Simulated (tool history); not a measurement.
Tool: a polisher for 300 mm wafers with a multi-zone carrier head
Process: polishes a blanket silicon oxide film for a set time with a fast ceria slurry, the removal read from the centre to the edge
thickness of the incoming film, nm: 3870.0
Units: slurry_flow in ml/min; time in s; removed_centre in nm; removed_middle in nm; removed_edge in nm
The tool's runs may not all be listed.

run 1 hour=0 | slurry_flow=305 centre_zone=1 middle_zone=1 edge_zone=1 time=39 | removed_centre=544.19 removed_middle=520.32 removed_edge=514.11
run 2 hour=7.8 | slurry_flow=305 centre_zone=1 middle_zone=1 edge_zone=1.08 time=39 | removed_centre=546.79 removed_middle=516.4 removed_edge=540.66
run 3 hour=13.5 | slurry_flow=305 centre_zone=0.92 middle_zone=1 edge_zone=1.08 time=39 | removed_centre=492.83 removed_middle=512.68 removed_edge=549.75
run 4 hour=15.4 | slurry_flow=275 centre_zone=0.92 middle_zone=1 edge_zone=1.08 time=39 | removed_centre=496.18 removed_middle=506.92 removed_edge=533.3
run 5 hour=21.7 | slurry_flow=275 centre_zone=0.96 middle_zone=1 edge_zone=1.08 time=39 | removed_centre=512.65 removed_middle=524.87 removed_edge=534.09
run 6 hour=29.6 | slurry_flow=250 centre_zone=0.92 middle_zone=1 edge_zone=1.03 time=37 | removed_centre=466.37 removed_middle=474.6 removed_edge=494.62
run 7 hour=34.5 | slurry_flow=235 centre_zone=0.9 middle_zone=1.04 edge_zone=0.98 time=36 | removed_centre=432.25 removed_middle=485.27 removed_edge=467.86
run 8 hour=42.8 | slurry_flow=230 centre_zone=0.89 middle_zone=1.04 edge_zone=0.94 time=35 | removed_centre=416.54 removed_middle=470.41 removed_edge=445.16
run 9 hour=50.1 | slurry_flow=225 centre_zone=0.88 middle_zone=1.04 edge_zone=0.91 time=35 | removed_centre=410.07 removed_middle=463.72 removed_edge=439.81

Forecast run 10:
run 10 hour=53.8 | slurry_flow=225 centre_zone=0.88 middle_zone=1.05 edge_zone=0.89 time=34 | removed_centre=? removed_middle=? removed_edge=?

{"run 10": {"removed_centre": 400.83, "removed_middle": 464.78, "removed_edge": 420.08}}
